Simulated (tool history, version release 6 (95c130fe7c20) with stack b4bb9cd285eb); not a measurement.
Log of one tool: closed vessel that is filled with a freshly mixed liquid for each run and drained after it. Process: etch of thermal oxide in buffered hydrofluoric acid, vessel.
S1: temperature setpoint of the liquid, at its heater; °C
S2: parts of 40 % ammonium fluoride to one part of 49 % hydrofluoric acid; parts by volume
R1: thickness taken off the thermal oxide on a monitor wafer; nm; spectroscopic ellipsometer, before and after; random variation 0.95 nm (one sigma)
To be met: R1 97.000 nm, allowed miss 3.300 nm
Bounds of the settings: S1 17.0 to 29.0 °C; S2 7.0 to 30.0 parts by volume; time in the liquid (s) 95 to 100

{"run": 1, "hour": 0.0, "S1": 21.0, "S2": 20.0, "time in the liquid (s)": 95, "R1": 55.862}
{"run": 2, "hour": 1.7, "S1": 21.0, "S2": 20.0, "time in the liquid (s)": 100, "R1": 58.576}
{"run": 3, "hour": 8.9, "S1": 21.0, "S2": 20.0, "time in the liquid (s)": 95, "R1": 54.691}
{"run": 4, "hour": 10.9, "S1": 21.0, "S2": 22.0, "time in the liquid (s)": 95, "R1": 48.874}
{"run": 5, "hour": 19.1, "S1": 21.0, "S2": 18.0, "time in the liquid (s)": 95, "R1": 60.406}
{"run": 6, "hour": 24.8, "S1": 21.0, "S2": 18.0, "time in the liquid (s)": 95, "R1": 61.018}
{"run": 7, "hour": 29.9, "S1": 22.5, "S2": 18.0, "time in the liquid (s)": 95, "R1": 65.116}
{"run": 8, "hour": 37.5, "S1": 23.5, "S2": 17.5, "time in the liquid (s)": 95, "R1": 72.301}
{"run": 9, "hour": 45.4, "S1": 24.5, "S2": 17.5, "time in the liquid (s)": 95, "R1": 75.766}
{"run": 10, "hour": 47.6, "S1": 25.5, "S2": 17.5, "time in the liquid (s)": 95, "R1": 79.73}
{"run": 11, "hour": 52.2, "S1": 26.0, "S2": 17.5, "time in the liquid (s)": 95, "R1": 81.609}
{"run": 12, "hour": 53.1, "S1": 26.5, "S2": 17.5, "time in the liquid (s)": 95, "R1": 84.571}

Which of these 5 next moves meets every target?
{"run": "A", "hour": 54.0, "S1": 28.5, "S2": 16.5, "time in the liquid (s)": 100, "R1": "?"}
{"run": "B", "hour": 54.0, "S1": 24.5, "S2": 14.5, "time in the liquid (s)": 100, "R1": "?"}
{"run": "C", "hour": 54.0, "S1": 27.5, "S2": 22.0, "time in the liquid (s)": 95, "R1": "?"}
{"run": "D", "hour": 54.0, "S1": 28.5, "S2": 15.5, "time in the liquid (s)": 95, "R1": "?"}
{"run": "E", "hour": 54.0, "S1": 25.5, "S2": 14.0, "time in the liquid (s)": 100, "R1": "?"}

move=A R1=105.040
move=B R1=96.164
move=C R1=71.522
move=D R1=106.100
move=E R1=105.070
A: takes the result that was furthest off past its target
B: meets every target
C: further off than the last run
D: takes the result that was furthest off past its target
E: takes the result that was furthest off past its target
Move B is the one to make.
